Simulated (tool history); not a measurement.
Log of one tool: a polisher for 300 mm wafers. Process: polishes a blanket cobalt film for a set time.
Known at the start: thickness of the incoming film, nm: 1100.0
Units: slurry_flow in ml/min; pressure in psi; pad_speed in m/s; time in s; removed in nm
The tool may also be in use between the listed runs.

run,hour,slurry_flow,pressure,pad_speed,time,removed
1,0,270,2.3,1.26,30,264.66
2,6.6,270,2.3,1.02,30,224.06
3,7.7,270,2.3,1.02,30,223.85
4,12,270,2.5,1.02,30,235.5
5,19.5,270,2,1.02,30,204.5
6,20.1,270,2.3,1.04,30,233.4
7,27.2,270,2.5,1.04,30,240.02
8,34.5,280,3.1,1.16,30,307.94
9,40.1,280,3.2,1.16,30,313.04
10,46.6,280,3.3,1.16,30,319.48
11,50.4,280,3.4,1.16,30,330.8

The next listed run, before its measurement:
12,52.6,280,3.4,1.16,30,?

{"run 12": {"removed": 323.23}}
